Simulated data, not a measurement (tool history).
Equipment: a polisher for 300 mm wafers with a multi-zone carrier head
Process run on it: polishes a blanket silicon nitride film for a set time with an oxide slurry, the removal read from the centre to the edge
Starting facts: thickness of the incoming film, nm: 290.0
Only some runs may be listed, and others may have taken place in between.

| run | day | flow of slurry (ml/min) | pressure of the head's centre zone | pressure of the head's middle zone | pressure of the head's edge zone | abrasive content of the slurry | polishing time (s) | film removed at the wafer's centre (Å) | film removed at mid-radius (Å) | film removed at the wafer's edge (Å) |
|---|---|---|---|---|---|---|---|---|---|---|
| 1 | 0.000 | 295 | 1.00 | 1.00 | 1.00 | 1.00 | 51 | 389.64 | 386.28 | 389.86 |
| 2 | 0.175 | 295 | 1.00 | 0.93 | 1.00 | 1.00 | 51 | 392.29 | 360.53 | 388.89 |
| 3 | 0.371 | 290 | 0.97 | 0.95 | 0.95 | 0.85 | 45 | 308.74 | 297.03 | 305.73 |
| 4 | 0.679 | 285 | 0.93 | 0.96 | 0.91 | 0.75 | 43 | 255.62 | 258.30 | 257.29 |
| 5 | 0.996 | 285 | 0.93 | 0.96 | 0.91 | 0.75 | 37 | 223.73 | 223.91 | 219.90 |
| 6 | 1.133 | 285 | 0.93 | 0.96 | 0.91 | 0.75 | 42 | 258.36 | 256.90 | 253.63 |
| 7 | 1.404 | 275 | 0.89 | 0.96 | 0.89 | 0.65 | 42 | 215.81 | 228.71 | 224.62 |
| 8 | 1.588 | 265 | 0.88 | 0.96 | 0.87 | 0.65 | 42 | 211.38 | 227.93 | 222.49 |
| 9 | 1.833 | 270 | 0.88 | 0.96 | 0.85 | 0.60 | 42 | 199.73 | 212.74 | 207.83 |
| 10 | 1.971 | 270 | 0.86 | 1.00 | 0.81 | 0.55 | 42 | 178.37 | 201.69 | 186.02 |
| 11 | 2.188 | 275 | 0.87 | 1.00 | 0.82 | 0.55 | 42 | 183.74 | 205.08 | 186.13 |
| 12 | 2.442 | 275 | 0.87 | 1.00 | 0.83 | 0.55 | 42 | 184.48 | 204.98 | 186.05 |

The next listed run, before its measurement:
| 13 | 2.758 | 275 | 0.87 | 1.00 | 0.84 | 0.55 | 42 | ? | ? | ? |

film removed at the wafer's centre (Å): 181.19
film removed at mid-radius (Å): 204.36
film removed at the wafer's edge (Å): 189.80
